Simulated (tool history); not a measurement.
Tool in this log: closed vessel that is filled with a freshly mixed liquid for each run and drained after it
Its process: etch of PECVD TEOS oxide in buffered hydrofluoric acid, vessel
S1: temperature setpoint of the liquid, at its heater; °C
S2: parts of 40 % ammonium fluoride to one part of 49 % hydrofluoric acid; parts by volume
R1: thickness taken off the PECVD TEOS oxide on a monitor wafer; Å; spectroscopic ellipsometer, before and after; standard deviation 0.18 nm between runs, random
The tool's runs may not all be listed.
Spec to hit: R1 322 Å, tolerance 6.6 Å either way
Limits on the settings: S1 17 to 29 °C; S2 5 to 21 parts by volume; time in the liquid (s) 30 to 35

run 1 hour=0 | S1=21 S2=13 time_in_the_liquid_(s)=35 | R1=493.52
run 2 hour=1.5 | S1=20.5 S2=13.5 time_in_the_liquid_(s)=35 | R1=462.87
run 3 hour=6 | S1=20 S2=14 time_in_the_liquid_(s)=35 | R1=439.44
run 4 hour=10.7 | S1=20 S2=14 time_in_the_liquid_(s)=35 | R1=435.17
run 5 hour=16.5 | S1=20 S2=11 time_in_the_liquid_(s)=35 | R1=553.92
run 6 hour=17.5 | S1=20 S2=11 time_in_the_liquid_(s)=35 | R1=557.32
run 7 hour=20.8 | S1=19.5 S2=12 time_in_the_liquid_(s)=35 | R1=491.03
run 8 hour=27.5 | S1=19 S2=12.5 time_in_the_liquid_(s)=35 | R1=458.76
run 9 hour=30.6 | S1=18.5 S2=13 time_in_the_liquid_(s)=35 | R1=428.35
run 10 hour=33.7 | S1=18.5 S2=13.5 time_in_the_liquid_(s)=35 | R1=418.21
run 11 hour=36.2 | S1=18.5 S2=14 time_in_the_liquid_(s)=35 | R1=399.41
run 12 hour=44.8 | S1=18.5 S2=14.5 time_in_the_liquid_(s)=35 | R1=390.29
run 13 hour=50 | S1=18.5 S2=15 time_in_the_liquid_(s)=35 | R1=374.09
run 14 hour=51.4 | S1=17.5 S2=15.5 time_in_the_liquid_(s)=35 | R1=344.62

Which one of the following 4 next-run settings gets every result inside its allowed miss? There is exactly one.
run A hour=52.8 | S1=18 S2=17 time_in_the_liquid_(s)=35 | R1=?
run B hour=52.8 | S1=22 S2=20.5 time_in_the_liquid_(s)=35 | R1=?
run C hour=52.8 | S1=17.5 S2=16 time_in_the_liquid_(s)=35 | R1=?
run D hour=52.8 | S1=18 S2=16 time_in_the_liquid_(s)=35 | R1=?

move=A R1=322.06
move=B R1=337.58
move=C R1=332.31
move=D R1=341.9
A: hits every target within its allowed miss
B: nearer the targets than the last run, but a result is still out of spec
C: nearer the targets than the last run, but a result is still out of spec
D: nearer the targets than the last run, but a result is still out of spec
Answer: A

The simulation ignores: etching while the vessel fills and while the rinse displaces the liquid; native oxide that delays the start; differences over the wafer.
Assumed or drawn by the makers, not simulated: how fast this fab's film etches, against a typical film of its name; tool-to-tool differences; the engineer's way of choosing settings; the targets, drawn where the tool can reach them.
